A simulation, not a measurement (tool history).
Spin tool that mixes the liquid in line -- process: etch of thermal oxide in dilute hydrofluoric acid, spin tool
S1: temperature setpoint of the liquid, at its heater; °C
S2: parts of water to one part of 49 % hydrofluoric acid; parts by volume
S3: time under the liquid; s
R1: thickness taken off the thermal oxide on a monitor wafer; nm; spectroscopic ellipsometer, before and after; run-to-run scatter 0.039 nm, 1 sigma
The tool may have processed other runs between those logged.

run	hour	S1	S2	S3	R1
1	0.0	26.0	180	280	6.5638
2	1.7	24.5	185	280	5.9935
3	2.7	25.5	185	280	6.1024
4	10.5	24.0	190	280	5.6836
5	13.4	23.0	195	280	5.2786
6	16.8	22.0	200	280	4.9123
7	19.9	21.5	200	280	4.9199
8	23.2	21.0	205	280	4.6285
9	24.0	20.5	205	280	4.6012
10	25.8	20.0	205	280	4.4271
11	34.5	20.0	205	280	4.4348
12	36.9	20.0	205	280	4.3989

What will run 13 give?
13	40.8	19.5	205	280	?

{"run 13": {"R1": 4.3516}}
